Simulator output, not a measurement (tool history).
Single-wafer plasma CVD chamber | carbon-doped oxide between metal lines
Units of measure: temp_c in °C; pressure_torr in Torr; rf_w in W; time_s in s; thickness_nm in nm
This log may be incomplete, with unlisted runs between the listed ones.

run	day	temp_c	pressure_torr	rf_w	time_s	thickness_nm
1	0.000	350	3.99	585	25.5	144.05
2	0.242	350	3.99	615	25.5	149.06
3	0.354	350	3.99	615	26.3	154.01
4	0.429	350	3.99	695	26.3	164.79
5	0.546	353	3.73	660	26.2	157.55
6	0.833	355	3.60	625	26.1	150.18
7	1.000	357	3.43	610	26.1	146.14

Predict the results of run 8:
8	1.167	359	3.26	600	26.1	?

{"run 8": {"thickness_nm": 143.24}}
